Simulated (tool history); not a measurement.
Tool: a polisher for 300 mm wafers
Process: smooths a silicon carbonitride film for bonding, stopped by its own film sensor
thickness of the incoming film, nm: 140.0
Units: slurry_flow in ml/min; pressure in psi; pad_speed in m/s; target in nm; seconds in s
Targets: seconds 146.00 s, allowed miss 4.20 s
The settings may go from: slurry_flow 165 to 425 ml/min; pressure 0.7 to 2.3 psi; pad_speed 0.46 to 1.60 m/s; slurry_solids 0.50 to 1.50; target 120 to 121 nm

| run | day | slurry_flow | pressure | pad_speed | slurry_solids | target | seconds |
|---|---|---|---|---|---|---|---|
| 1 | 0.000 | 275 | 1.5 | 1.02 | 1.00 | 121 | 115.26 |
| 2 | 0.246 | 275 | 1.7 | 1.02 | 1.00 | 121 | 102.08 |
| 3 | 0.471 | 275 | 1.6 | 1.02 | 1.00 | 121 | 109.74 |
| 4 | 0.654 | 275 | 1.3 | 1.02 | 1.00 | 121 | 132.20 |
| 5 | 0.696 | 275 | 1.3 | 1.02 | 1.10 | 121 | 126.62 |
| 6 | 0.858 | 325 | 1.3 | 1.02 | 1.10 | 121 | 123.83 |
| 7 | 1.192 | 320 | 1.3 | 1.02 | 1.10 | 121 | 124.80 |
| 8 | 1.458 | 300 | 1.0 | 1.02 | 1.10 | 121 | 162.09 |
| 9 | 1.525 | 305 | 1.0 | 1.02 | 1.10 | 121 | 160.90 |
| 10 | 1.896 | 310 | 1.0 | 1.02 | 1.10 | 121 | 160.88 |

5 next moves are on the table. One of them brings every result within its allowed miss. Which?
| A | 2.267 | 255 | 0.9 | 1.34 | 1.25 | 121 | ? |
| B | 2.267 | 315 | 1.1 | 1.14 | 1.10 | 121 | ? |
| C | 2.267 | 245 | 1.1 | 1.00 | 1.20 | 120 | ? |
| D | 2.267 | 245 | 1.2 | 0.88 | 1.05 | 120 | ? |
| E | 2.267 | 320 | 1.0 | 1.16 | 1.10 | 121 | ? |

| move | seconds |
|---|---|
| A | 139.03 |
| B | 135.79 |
| C | 155.53 |
| D | 168.91 |
| E | 146.56 |
A: takes the result that was furthest off past its target
B: takes the result that was furthest off past its target
C: nearer than the last run, and not there yet
D: further off than the last run
E: meets every target
The right move is E.
